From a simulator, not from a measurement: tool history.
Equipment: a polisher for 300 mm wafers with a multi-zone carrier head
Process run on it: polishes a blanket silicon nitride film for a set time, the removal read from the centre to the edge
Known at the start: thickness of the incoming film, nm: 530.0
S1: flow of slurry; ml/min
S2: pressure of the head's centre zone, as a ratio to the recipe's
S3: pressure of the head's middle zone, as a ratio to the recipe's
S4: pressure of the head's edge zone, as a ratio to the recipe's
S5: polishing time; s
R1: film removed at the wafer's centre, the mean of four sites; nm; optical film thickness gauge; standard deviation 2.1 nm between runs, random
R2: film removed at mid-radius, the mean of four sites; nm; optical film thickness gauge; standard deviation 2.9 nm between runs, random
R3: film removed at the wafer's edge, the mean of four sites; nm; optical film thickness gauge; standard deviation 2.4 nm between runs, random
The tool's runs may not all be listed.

run	hour	S1	S2	S3	S4	S5	R1	R2	R3
1	0.0	285	1.00	1.00	1.00	80	223.70	208.86	207.34
2	4.7	295	0.97	1.05	1.01	83	224.65	229.60	212.96
3	12.5	295	0.93	1.05	1.01	83	219.32	224.86	218.81
4	15.0	310	0.90	1.08	1.00	86	219.75	240.52	224.55
5	19.1	320	0.88	1.11	1.01	88	219.05	254.52	228.94
6	26.5	320	0.88	1.11	1.06	88	219.96	256.41	232.11
7	31.6	320	0.87	1.13	1.07	90	223.44	265.95	239.03
8	39.2	325	0.86	1.14	1.08	91	220.44	268.64	246.02
9	40.7	335	0.86	1.15	1.07	92	221.47	279.51	249.91
10	42.5	340	0.88	1.16	1.07	92	229.98	275.77	243.03
11	46.3	340	0.87	1.17	1.06	93	229.66	283.67	247.42
12	51.7	345	0.86	1.17	1.05	94	230.35	285.94	246.48
13	59.7	345	0.85	1.17	1.05	95	229.03	287.22	252.61
# hour 63.4: centre zone pressure recalibrated
14	63.4	345	0.85	1.17	1.04	96	217.76	290.79	252.98
15	68.4	345	0.86	1.17	1.04	96	221.63	295.40	256.14

Predict the results of run 16:
16	72.9	345	0.87	1.17	1.04	96	?	?	?

Run 16 yielded R1 222.00 nm, R2 289.73 nm, R3 253.30 nm.
